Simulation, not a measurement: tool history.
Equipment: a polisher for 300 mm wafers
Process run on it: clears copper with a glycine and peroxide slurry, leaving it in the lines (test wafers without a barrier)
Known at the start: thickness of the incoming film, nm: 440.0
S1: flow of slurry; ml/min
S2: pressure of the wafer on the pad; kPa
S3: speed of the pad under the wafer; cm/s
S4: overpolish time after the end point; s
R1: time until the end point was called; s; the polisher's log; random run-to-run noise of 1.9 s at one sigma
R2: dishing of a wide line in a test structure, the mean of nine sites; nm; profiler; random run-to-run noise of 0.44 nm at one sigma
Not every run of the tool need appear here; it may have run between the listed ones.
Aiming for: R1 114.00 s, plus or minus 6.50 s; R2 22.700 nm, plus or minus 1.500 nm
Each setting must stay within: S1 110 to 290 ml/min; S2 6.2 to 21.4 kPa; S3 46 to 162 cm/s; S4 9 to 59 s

run,hour,S1,S2,S3,S4,R1,R2
1,0.0,185,13.8,104,30,117.37,60.348
2,3.8,185,13.8,126,30,104.95,63.544
3,11.8,185,13.8,126,20,105.73,48.184
4,20.0,190,13.1,130,19,101.55,45.652
5,20.8,205,12.4,130,18,107.36,43.102
6,21.4,205,11.7,134,17,109.40,39.106
7,24.0,215,11.0,138,16,113.15,37.590
8,28.9,220,10.3,142,15,113.33,34.913
9,33.2,230,9.7,144,14,119.14,31.487
10,38.9,230,9.7,144,14,115.74,31.003
11,44.2,245,6.2,162,9,146.44,16.867
12,52.6,250,6.2,162,9,152.15,17.629
13,60.6,235,6.9,162,9,133.60,17.790
14,67.2,240,8.3,162,9,121.55,21.037

Below are 4 possible settings for the next run. Only one of them brings all results inside the allowed miss of their targets. Which is it?
A,73.8,225,7.6,154,12,?,?
B,73.8,215,6.9,162,9,?,?
C,73.8,235,7.6,162,9,?,?
D,73.8,270,9.0,162,9,?,?

move,R1,R2
A,134.19,25.224
B,139.59,18.833
C,128.44,20.358
D,111.06,23.321
A: its largest miss is bigger than the last run's
B: its largest miss is bigger than the last run's
C: its largest miss is bigger than the last run's
D: meets every target
Go with D: it meets all targets.

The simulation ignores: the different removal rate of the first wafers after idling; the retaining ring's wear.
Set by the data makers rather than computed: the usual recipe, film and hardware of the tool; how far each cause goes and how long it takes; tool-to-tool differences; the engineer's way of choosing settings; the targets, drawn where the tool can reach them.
